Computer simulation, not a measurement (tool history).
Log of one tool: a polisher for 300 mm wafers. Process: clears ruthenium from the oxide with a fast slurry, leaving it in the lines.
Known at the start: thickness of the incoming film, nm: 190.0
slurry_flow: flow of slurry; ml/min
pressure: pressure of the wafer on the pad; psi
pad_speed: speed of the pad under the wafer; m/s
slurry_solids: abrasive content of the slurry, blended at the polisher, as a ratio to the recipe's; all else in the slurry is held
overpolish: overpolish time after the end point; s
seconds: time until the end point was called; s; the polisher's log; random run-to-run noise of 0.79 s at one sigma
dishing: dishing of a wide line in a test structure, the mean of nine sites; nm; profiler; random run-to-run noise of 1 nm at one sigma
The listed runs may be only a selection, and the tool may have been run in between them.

| run | day | slurry_flow | pressure | pad_speed | slurry_solids | overpolish | seconds | dishing |
|---|---|---|---|---|---|---|---|---|
| 1 | 0 | 215 | 2 | 0.98 | 1 | 16 | 78.592 | 33.439 |
| 2 | 0.362 | 215 | 2.3 | 1.02 | 1 | 14 | 65.917 | 32.264 |
| 3 | 0.475 | 180 | 2.3 | 1.02 | 1 | 14 | 66.718 | 34.733 |
| 4 | 0.571 | 180 | 2.5 | 1.02 | 1 | 14 | 60.959 | 37.747 |
| 5 | 0.9 | 185 | 2.7 | 1.06 | 1 | 13 | 54.979 | 36.425 |
| 6 | 0.925 | 185 | 3.1 | 1.06 | 1 | 13 | 48.394 | 43.056 |
| 7 | 1.079 | 185 | 3.1 | 1.1 | 1 | 13 | 47.001 | 45.892 |

Predict the results of run 8:
| 8 | 1.2 | 185 | 3.1 | 1.14 | 1 | 12 | ? | ? |

{"run 8": {"seconds": 46.431, "dishing": 43.237}}

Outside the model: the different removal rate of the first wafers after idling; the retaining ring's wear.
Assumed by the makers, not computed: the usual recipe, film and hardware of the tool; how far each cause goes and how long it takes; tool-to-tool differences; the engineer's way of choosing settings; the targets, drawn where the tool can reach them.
